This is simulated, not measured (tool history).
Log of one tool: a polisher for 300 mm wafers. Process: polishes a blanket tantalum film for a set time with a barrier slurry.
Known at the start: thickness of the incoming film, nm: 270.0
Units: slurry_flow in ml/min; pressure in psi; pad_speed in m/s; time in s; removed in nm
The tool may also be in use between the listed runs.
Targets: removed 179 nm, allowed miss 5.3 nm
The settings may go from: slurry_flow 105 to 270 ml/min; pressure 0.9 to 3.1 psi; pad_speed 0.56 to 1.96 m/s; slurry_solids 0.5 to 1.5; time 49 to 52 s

{"run": 1, "hour": 0.0, "slurry_flow": 175, "pressure": 2, "pad_speed": 1.26, "slurry_solids": 1, "time": 49, "removed": 98.306}
{"run": 2, "hour": 5.9, "slurry_flow": 140, "pressure": 2, "pad_speed": 1.26, "slurry_solids": 1, "time": 49, "removed": 94.051}
{"run": 3, "hour": 12.7, "slurry_flow": 150, "pressure": 2.2, "pad_speed": 1.26, "slurry_solids": 1, "time": 49, "removed": 102.8}
{"run": 4, "hour": 14.5, "slurry_flow": 160, "pressure": 2.4, "pad_speed": 1.28, "slurry_solids": 1, "time": 49, "removed": 113.75}
{"run": 5, "hour": 18.9, "slurry_flow": 160, "pressure": 2.4, "pad_speed": 1.06, "slurry_solids": 1, "time": 49, "removed": 98.588}
{"run": 6, "hour": 27.3, "slurry_flow": 170, "pressure": 2.5, "pad_speed": 1.12, "slurry_solids": 1, "time": 49, "removed": 107.79}
{"run": 7, "hour": 31.8, "slurry_flow": 175, "pressure": 2.6, "pad_speed": 1.18, "slurry_solids": 1, "time": 49, "removed": 117.15}
{"run": 8, "hour": 35.1, "slurry_flow": 180, "pressure": 2.7, "pad_speed": 1.22, "slurry_solids": 1, "time": 49, "removed": 124.19}
{"run": 9, "hour": 40.4, "slurry_flow": 180, "pressure": 2.8, "pad_speed": 1.28, "slurry_solids": 1, "time": 49, "removed": 132.93}

4 next moves are on the table. One of them brings every result within its allowed miss. Which?
{"run": "A", "hour": 45.7, "slurry_flow": 240, "pressure": 2.9, "pad_speed": 0.72, "slurry_solids": 0.95, "time": 49, "removed": "?"}
{"run": "B", "hour": 45.7, "slurry_flow": 165, "pressure": 2.2, "pad_speed": 1.22, "slurry_solids": 1.05, "time": 49, "removed": "?"}
{"run": "C", "hour": 45.7, "slurry_flow": 205, "pressure": 2.9, "pad_speed": 1.58, "slurry_solids": 1.05, "time": 52, "removed": "?"}
{"run": "D", "hour": 45.7, "slurry_flow": 170, "pressure": 2.3, "pad_speed": 0.98, "slurry_solids": 0.95, "time": 49, "removed": "?"}

move=A removed=93.483
move=B removed=104.97
move=C removed=179.14
move=D removed=89.521
A: further off than the last run
B: further off than the last run
C: meets every target
D: further off than the last run
Answer: C
